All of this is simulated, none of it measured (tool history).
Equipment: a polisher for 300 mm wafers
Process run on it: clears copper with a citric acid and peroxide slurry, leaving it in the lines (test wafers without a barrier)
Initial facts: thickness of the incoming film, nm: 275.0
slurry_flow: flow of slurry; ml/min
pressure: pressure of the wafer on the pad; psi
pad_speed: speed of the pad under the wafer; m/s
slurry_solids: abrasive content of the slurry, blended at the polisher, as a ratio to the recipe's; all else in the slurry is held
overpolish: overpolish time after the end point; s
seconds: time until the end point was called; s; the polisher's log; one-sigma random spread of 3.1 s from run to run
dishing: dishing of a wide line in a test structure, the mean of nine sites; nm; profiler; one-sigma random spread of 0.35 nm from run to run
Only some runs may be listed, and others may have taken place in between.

Run 1, hour 0: slurry_flow 300 ml/min, pressure 3.4 psi, pad_speed 1.2 m/s, slurry_solids 1, overpolish 26 s. Result: seconds 104.67 s, dishing 34.592 nm.
Run 2, hour 1.4: slurry_flow 300 ml/min, pressure 3.4 psi, pad_speed 0.9 m/s, slurry_solids 1, overpolish 26 s. Result: seconds 135.78 s, dishing 28.925 nm.
Run 3, hour 10.3: slurry_flow 240 ml/min, pressure 3.4 psi, pad_speed 0.9 m/s, slurry_solids 1, overpolish 26 s. Result: seconds 135.77 s, dishing 28.449 nm.
Run 4, hour 17.5: slurry_flow 240 ml/min, pressure 3 psi, pad_speed 0.88 m/s, slurry_solids 1, overpolish 25 s. Result: seconds 161.29 s, dishing 25.653 nm.
Run 5, hour 19.3: slurry_flow 240 ml/min, pressure 2.8 psi, pad_speed 0.88 m/s, slurry_solids 1, overpolish 23 s. Result: seconds 170.88 s, dishing 21.447 nm.
Run 6, hour 25.7: slurry_flow 240 ml/min, pressure 2.6 psi, pad_speed 0.88 m/s, slurry_solids 1, overpolish 23 s. Result: seconds 180.34 s, dishing 21.738 nm.
Run 7, hour 31.8: slurry_flow 240 ml/min, pressure 2.6 psi, pad_speed 0.88 m/s, slurry_solids 1, overpolish 23 s. Result: seconds 178.91 s, dishing 21.117 nm.
Run 8, hour 33: slurry_flow 240 ml/min, pressure 2.4 psi, pad_speed 0.88 m/s, slurry_solids 1, overpolish 23 s. Result: seconds 195.32 s, dishing 19.641 nm.
Run 9, hour 37.2: slurry_flow 240 ml/min, pressure 1.8 psi, pad_speed 0.86 m/s, slurry_solids 1, overpolish 22 s. Result: seconds 269.84 s, dishing 14.607 nm.

What does the tool deliver on the next run?
Run 10, hour 42.5: slurry_flow 240 ml/min, pressure 1.8 psi, pad_speed 0.86 m/s, slurry_solids 1, overpolish 22 s. Result: seconds ?, dishing ?.

{"run 10": {"seconds": 265.9, "dishing": 14.333}}
